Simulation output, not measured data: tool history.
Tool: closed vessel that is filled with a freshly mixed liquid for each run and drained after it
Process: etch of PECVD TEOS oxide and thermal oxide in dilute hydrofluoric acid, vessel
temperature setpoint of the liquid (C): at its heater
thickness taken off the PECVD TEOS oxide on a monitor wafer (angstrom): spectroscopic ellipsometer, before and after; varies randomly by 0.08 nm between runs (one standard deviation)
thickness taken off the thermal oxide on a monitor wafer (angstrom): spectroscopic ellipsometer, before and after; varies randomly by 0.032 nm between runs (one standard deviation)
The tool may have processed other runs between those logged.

| run | hour | temperature setpoint of the liquid (C) | parts of water to one part of 49 % hydrofluoric acid (parts by volume) | time in the liquid (s) | thickness taken off the PECVD TEOS oxide on a monitor wafer (angstrom) | thickness taken off the thermal oxide on a monitor wafer (angstrom) |
|---|---|---|---|---|---|---|
| 1 | 0.0 | 22.0 | 240 | 370 | 311.76 | 60.996 |
| 2 | 8.7 | 21.5 | 240 | 370 | 307.05 | 59.246 |
| 3 | 12.5 | 21.0 | 240 | 370 | 300.97 | 57.669 |
| 4 | 14.3 | 21.0 | 245 | 370 | 293.27 | 56.385 |
| 5 | 15.7 | 21.0 | 215 | 370 | 343.50 | 66.578 |
| 6 | 23.9 | 24.5 | 215 | 370 | 391.34 | 75.513 |
| 7 | 31.3 | 23.5 | 220 | 370 | 365.81 | 71.225 |

Run 8 comes next. What will it give?
| 8 | 38.1 | 19.5 | 270 | 370 | ? | ? |

thickness taken off the PECVD TEOS oxide on a monitor wafer (angstrom): 246.35
thickness taken off the thermal oxide on a monitor wafer (angstrom): 47.783
